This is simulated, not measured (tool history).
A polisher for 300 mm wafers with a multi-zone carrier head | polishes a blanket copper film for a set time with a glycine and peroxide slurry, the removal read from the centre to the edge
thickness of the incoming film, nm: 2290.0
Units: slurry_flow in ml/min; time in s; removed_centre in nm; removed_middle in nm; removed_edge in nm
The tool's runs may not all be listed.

run	hour	slurry_flow	centre_zone	middle_zone	edge_zone	time	removed_centre	removed_middle	removed_edge
1	0	200	1	1	1	80	638.96	609.43	605.78
2	8.2	200	1	1	1	67	525.34	516.09	513.29
3	13.2	200	1	1	1.04	67	529.73	526.01	515.27
4	15.2	200	1	1	1.12	67	522.69	513.37	531.76
5	20.1	150	1	1	1.12	67	509.64	508.67	519.29
6	27.4	155	1.05	0.96	1.1	58	462.3	426.03	444.36
7	30.6	155	1.08	0.93	1.08	54	457.91	377.55	409.81
8	37.5	150	1.08	0.91	1.05	51	418.04	358.59	381.51
9	43.3	145	1.1	0.89	1.03	50	420.87	339.6	376.53

Run 10 comes next. What will it give?
10	44.5	150	1.12	0.87	0.93	44	?	?	?

{"run 10": {"removed_centre": 381.66, "removed_middle": 298.03, "removed_edge": 315.59}}

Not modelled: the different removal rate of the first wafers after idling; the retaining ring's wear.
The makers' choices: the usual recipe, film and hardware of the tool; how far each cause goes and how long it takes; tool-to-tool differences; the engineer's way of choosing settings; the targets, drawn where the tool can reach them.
